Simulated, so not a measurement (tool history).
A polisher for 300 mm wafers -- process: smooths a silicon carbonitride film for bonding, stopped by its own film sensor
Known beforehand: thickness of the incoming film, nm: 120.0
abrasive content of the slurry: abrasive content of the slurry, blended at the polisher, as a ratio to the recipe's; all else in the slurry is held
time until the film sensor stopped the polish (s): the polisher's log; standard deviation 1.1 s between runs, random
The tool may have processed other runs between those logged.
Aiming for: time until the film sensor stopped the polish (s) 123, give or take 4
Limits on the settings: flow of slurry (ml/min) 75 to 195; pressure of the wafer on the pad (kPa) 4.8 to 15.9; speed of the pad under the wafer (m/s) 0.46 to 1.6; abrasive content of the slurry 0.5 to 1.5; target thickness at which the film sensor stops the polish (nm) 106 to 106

run,day,flow of slurry (ml/min),pressure of the wafer on the pad (kPa),speed of the pad under the wafer (m/s),abrasive content of the slurry,target thickness at which the film sensor stops the polish (nm),time until the film sensor stopped the polish (s)
1,0,125,10.3,1.02,1,106,92.863
2,0.288,125,10.3,1.02,1.1,106,87.47
3,0.562,125,10.3,1.02,1.1,106,86.431
4,0.9,125,10.3,1.02,1.2,106,84.351
5,0.942,100,10.3,1.02,1.2,106,89.524
6,1,95,9.7,1.02,1.2,106,95.28
7,1.279,90,9,1.02,1.2,106,103.67
8,1.379,85,8.3,1.02,1.2,106,113.96
9,1.55,80,8.3,1.02,1.2,106,118.15

4 candidate next runs follow, results not yet known. Just one meets every target within its allowed miss. Identify it.
A,1.721,95,9,0.82,1.45,106,?
B,1.721,75,9,0.96,1.1,106,?
C,1.721,90,6.9,1.02,1.25,106,?
D,1.721,80,9,1,1.15,106,?

move,time until the film sensor stopped the polish (s)
A,114.06
B,124.04
C,133.66
D,114.47
A: misses by more than the last run did
B: all results in spec
C: takes the biggest miss from the last run beyond its target
D: misses by more than the last run did
Answer: B

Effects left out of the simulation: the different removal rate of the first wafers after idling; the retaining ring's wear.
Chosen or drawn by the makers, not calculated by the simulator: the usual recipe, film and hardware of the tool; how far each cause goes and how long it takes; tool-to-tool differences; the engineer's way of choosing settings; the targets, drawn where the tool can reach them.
